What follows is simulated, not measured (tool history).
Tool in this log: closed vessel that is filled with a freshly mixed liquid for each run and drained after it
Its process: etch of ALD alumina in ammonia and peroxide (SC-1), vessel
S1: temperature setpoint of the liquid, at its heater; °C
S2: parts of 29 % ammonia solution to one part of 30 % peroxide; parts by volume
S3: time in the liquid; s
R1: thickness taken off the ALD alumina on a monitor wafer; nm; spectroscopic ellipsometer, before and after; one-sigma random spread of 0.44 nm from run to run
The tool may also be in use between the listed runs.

{"run": 1, "hour": 0.0, "S1": 59, "S2": 0.7, "S3": 620, "R1": 42.329}
{"run": 2, "hour": 5.1, "S1": 60.5, "S2": 0.7, "S3": 620, "R1": 45.894}
{"run": 3, "hour": 10.8, "S1": 60.5, "S2": 0.6, "S3": 620, "R1": 45.007}
{"run": 4, "hour": 15.5, "S1": 56.5, "S2": 0.6, "S3": 620, "R1": 37.194}
{"run": 5, "hour": 17.7, "S1": 56.5, "S2": 0.75, "S3": 620, "R1": 37.425}
{"run": 6, "hour": 21.0, "S1": 56.5, "S2": 0.75, "S3": 665, "R1": 40.351}
{"run": 7, "hour": 26.3, "S1": 56.5, "S2": 0.75, "S3": 665, "R1": 40.852}
{"run": 8, "hour": 30.6, "S1": 58, "S2": 0.75, "S3": 665, "R1": 43.158}
{"run": 9, "hour": 32.4, "S1": 59.5, "S2": 0.75, "S3": 665, "R1": 47.196}

Run 10 comes next. What will it give?
{"run": 10, "hour": 34.2, "S1": 60.5, "S2": 0.75, "S3": 665, "R1": "?"}

R1: 49.204 nm
